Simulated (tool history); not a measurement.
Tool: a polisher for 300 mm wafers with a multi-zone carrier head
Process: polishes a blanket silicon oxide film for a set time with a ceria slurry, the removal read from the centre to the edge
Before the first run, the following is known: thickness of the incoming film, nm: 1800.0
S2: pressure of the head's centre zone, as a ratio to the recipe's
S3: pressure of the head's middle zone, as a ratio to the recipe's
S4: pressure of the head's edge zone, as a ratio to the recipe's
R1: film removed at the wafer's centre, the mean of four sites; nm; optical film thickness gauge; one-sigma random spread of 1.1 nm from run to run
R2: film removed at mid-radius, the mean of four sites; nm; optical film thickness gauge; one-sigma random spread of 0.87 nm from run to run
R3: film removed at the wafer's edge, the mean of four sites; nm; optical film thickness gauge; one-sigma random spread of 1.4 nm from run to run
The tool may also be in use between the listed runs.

run 1 day=0 | flow_of_slurry_(ml/min)=280 S2=1 S3=1 S4=1 polishing_time_(s)=40 | R1=126.43 R2=125.34 R3=123.3
run 2 day=0.058 | flow_of_slurry_(ml/min)=280 S2=0.92 S3=1 S4=1 polishing_time_(s)=40 | R1=120.69 R2=123.56 R3=125.16
run 3 day=0.188 | flow_of_slurry_(ml/min)=275 S2=0.91 S3=0.99 S4=0.98 polishing_time_(s)=39 | R1=112.94 R2=120.16 R3=120.21
run 4 day=0.383 | flow_of_slurry_(ml/min)=275 S2=0.91 S3=1.04 S4=0.98 polishing_time_(s)=39 | R1=115.17 R2=126.38 R3=118.29
run 5 day=0.546 | flow_of_slurry_(ml/min)=220 S2=0.91 S3=1.04 S4=0.98 polishing_time_(s)=39 | R1=112.7 R2=122.79 R3=119.68
run 6 day=0.867 | flow_of_slurry_(ml/min)=230 S2=0.91 S3=1.02 S4=0.97 polishing_time_(s)=38 | R1=108.9 R2=116.66 R3=116.61
run 7 day=0.954 | flow_of_slurry_(ml/min)=245 S2=0.92 S3=1.01 S4=0.96 polishing_time_(s)=37 | R1=107.97 R2=114.45 R3=110.52
run 8 day=1.138 | flow_of_slurry_(ml/min)=245 S2=0.91 S3=0.99 S4=0.94 polishing_time_(s)=37 | R1=106.26 R2=113.06 R3=111.4
run 9 day=1.362 | flow_of_slurry_(ml/min)=250 S2=0.91 S3=0.98 S4=0.93 polishing_time_(s)=36 | R1=102.92 R2=108.94 R3=106.92
run 10 day=1.575 | flow_of_slurry_(ml/min)=250 S2=0.91 S3=0.97 S4=0.92 polishing_time_(s)=36 | R1=104.04 R2=107.33 R3=108.34
run 11 day=1.838 | flow_of_slurry_(ml/min)=255 S2=0.91 S3=0.97 S4=0.91 polishing_time_(s)=35 | R1=101.7 R2=104.94 R3=104.89
run 12 day=2.038 | flow_of_slurry_(ml/min)=255 S2=0.91 S3=0.97 S4=0.9 polishing_time_(s)=35 | R1=102.4 R2=103.39 R3=103.43
run 13 day=2.312 | flow_of_slurry_(ml/min)=255 S2=0.9 S3=0.97 S4=0.89 polishing_time_(s)=35 | R1=100.02 R2=105.21 R3=101.94
run 14 day=2.462 | flow_of_slurry_(ml/min)=250 S2=0.9 S3=0.96 S4=0.88 polishing_time_(s)=35 | R1=99.059 R2=102.88 R3=104.42
run 15 day=2.704 | flow_of_slurry_(ml/min)=255 S2=0.91 S3=0.96 S4=0.87 polishing_time_(s)=34 | R1=99.5 R2=102.59 R3=96.44

What does the tool deliver on the next run?
run 16 day=2.8 | flow_of_slurry_(ml/min)=250 S2=0.91 S3=0.96 S4=0.87 polishing_time_(s)=34 | R1=? R2=? R3=?

R1: 98.775 nm
R2: 100.99 nm
R3: 99.151 nm

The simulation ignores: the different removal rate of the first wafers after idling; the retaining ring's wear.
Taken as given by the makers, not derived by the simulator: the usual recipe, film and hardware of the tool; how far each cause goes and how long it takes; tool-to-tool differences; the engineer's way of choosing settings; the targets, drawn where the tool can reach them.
